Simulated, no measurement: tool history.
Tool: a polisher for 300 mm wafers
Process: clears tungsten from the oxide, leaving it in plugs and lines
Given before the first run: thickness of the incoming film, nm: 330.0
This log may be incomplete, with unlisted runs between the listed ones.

run	day	flow of slurry (ml/min)	pressure of the wafer on the pad (kPa)	speed of the pad under the wafer (cm/s)	abrasive content of the slurry	overpolish time after the end point (s)	time until the end point was called (s)
1	0.000	180	31.0	142	1.0	28	52.822
2	0.029	175	26.9	132	1.0	28	64.958
3	0.088	175	26.9	132	1.0	28	64.917
4	0.325	170	23.4	124	1.0	28	80.404
5	0.404	165	21.4	122	1.0	28	88.643
6	0.475	165	21.4	122	1.0	30	88.008
7	0.596	160	19.3	120	1.0	30	100.510
8	0.758	150	18.6	120	1.0	30	106.320

What does the tool deliver on the next run?
9	1.071	140	18.6	120	1.0	30	?

{"run 9": {"time until the end point was called (s)": 104.1}}
